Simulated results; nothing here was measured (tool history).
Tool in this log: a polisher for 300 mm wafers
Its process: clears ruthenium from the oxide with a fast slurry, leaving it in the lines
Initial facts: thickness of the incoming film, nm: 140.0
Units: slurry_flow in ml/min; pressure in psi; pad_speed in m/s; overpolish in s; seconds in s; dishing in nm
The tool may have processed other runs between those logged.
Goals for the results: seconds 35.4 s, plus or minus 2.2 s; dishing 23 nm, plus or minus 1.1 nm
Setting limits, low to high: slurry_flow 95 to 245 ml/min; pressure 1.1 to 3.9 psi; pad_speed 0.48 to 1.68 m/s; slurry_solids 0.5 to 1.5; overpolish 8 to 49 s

run,hour,slurry_flow,pressure,pad_speed,slurry_solids,overpolish,seconds,dishing
1,0,155,2.5,1.08,1,25,36.237,54.535
2,2.9,155,1.9,1.08,1,25,44.492,46.612
3,7.7,180,1.9,1.08,1,25,43.703,46.57
4,14.1,180,1.9,1.08,1,16,43.024,34.441
5,18.4,185,1.8,1.12,1,15,44.01,32.628
# hour 23.3: worn pad replaced by a new one
6,23.3,185,1.8,1.38,1,15,34.615,38.68
7,27.3,190,1.7,1.36,1.05,14,35.065,35.86
8,31.6,195,1.6,1.34,1.1,13,37.305,33.84
9,32.9,200,1.5,1.36,1.1,12,36.843,30.803
10,35.5,205,1.5,1.36,1.15,12,35.551,31.562
11,38.9,210,1.5,1.34,1.2,12,37.24,32.116
12,41.1,215,1.5,1.38,1.1,12,36.897,31.288
13,44.8,220,1.5,1.4,1.1,12,35.35,31.085
14,48,220,1.5,1.4,1.1,12,37.433,32.129

Consider the 5 candidate settings below. Which is the only one whose results all fall within their allowed miss of target?
A,51.2,210,1.1,1.34,1.25,11,?,?
B,51.2,190,1.2,1.54,0.95,8,?,?
C,51.2,180,1.5,1.54,1.1,17,?,?
D,51.2,245,1.5,1.32,1.2,21,?,?
E,51.2,245,1.5,1.4,1.1,8,?,?

move,seconds,dishing
A,41.855,24.775
B,40.844,19.276
C,33.759,40.892
D,34.783,46.195
E,34.593,22.246
A: an improvement on the last run, though not all results are within tolerance
B: takes the result that was furthest off past its target
C: further off than the last run
D: further off than the last run
E: meets every target
Answer: E
